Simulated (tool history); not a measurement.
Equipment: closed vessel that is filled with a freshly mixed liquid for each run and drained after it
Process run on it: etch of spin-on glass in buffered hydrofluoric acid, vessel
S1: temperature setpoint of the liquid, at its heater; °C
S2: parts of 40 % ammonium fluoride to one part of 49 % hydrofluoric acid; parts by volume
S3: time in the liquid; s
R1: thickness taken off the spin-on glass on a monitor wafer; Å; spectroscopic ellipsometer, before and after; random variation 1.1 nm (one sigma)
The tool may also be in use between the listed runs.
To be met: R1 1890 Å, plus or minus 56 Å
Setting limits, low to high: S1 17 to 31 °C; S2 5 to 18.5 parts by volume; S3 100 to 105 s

Run 1, hour 0: S1 23 °C, S2 11.5 parts by volume, S3 100 s. Result: R1 2415.6 Å.
Run 2, hour 1.2: S1 22.5 °C, S2 11.5 parts by volume, S3 100 s. Result: R1 2353.1 Å.
Run 3, hour 3.8: S1 22.5 °C, S2 9 parts by volume, S3 100 s. Result: R1 2880.3 Å.
Run 4, hour 6.7: S1 21.5 °C, S2 9 parts by volume, S3 100 s. Result: R1 2705.2 Å.
Run 5, hour 14.9: S1 19.5 °C, S2 9 parts by volume, S3 100 s. Result: R1 2452 Å.
Run 6, hour 23.7: S1 19.5 °C, S2 7 parts by volume, S3 100 s. Result: R1 3213.3 Å.
Run 7, hour 31.6: S1 19 °C, S2 7.5 parts by volume, S3 100 s. Result: R1 2881.7 Å.
Run 8, hour 32.4: S1 18.5 °C, S2 8 parts by volume, S3 100 s. Result: R1 2614.8 Å.
Run 9, hour 36.5: S1 18.5 °C, S2 8.5 parts by volume, S3 100 s. Result: R1 2446.2 Å.
Run 10, hour 41.5: S1 17.5 °C, S2 9.5 parts by volume, S3 100 s. Result: R1 2101.4 Å.
Run 11, hour 50.3: S1 17 °C, S2 10 parts by volume, S3 100 s. Result: R1 2002.7 Å.
Run 12, hour 58.9: S1 17 °C, S2 11 parts by volume, S3 100 s. Result: R1 1827.6 Å.

Which of these 5 next moves meets every target?
Run A, hour 67.5: S1 17 °C, S2 11.5 parts by volume, S3 100 s. Result: R1 ?.
Run B, hour 67.5: S1 19 °C, S2 12.5 parts by volume, S3 105 s. Result: R1 ?.
Run C, hour 67.5: S1 18.5 °C, S2 12 parts by volume, S3 100 s. Result: R1 ?.
Run D, hour 67.5: S1 19 °C, S2 12.5 parts by volume, S3 100 s. Result: R1 ?.
Run E, hour 67.5: S1 17 °C, S2 12.5 parts by volume, S3 105 s. Result: R1 ?.

move      R1
   A  1723.6
   B  1868.5
   C  1800.5
   D  1779.6
   E  1667.9
A: misses by more than the last run did
B: every result within its allowed miss
C: misses by more than the last run did
D: misses by more than the last run did
E: misses by more than the last run did
So the answer is move B, the one that meets all the targets.
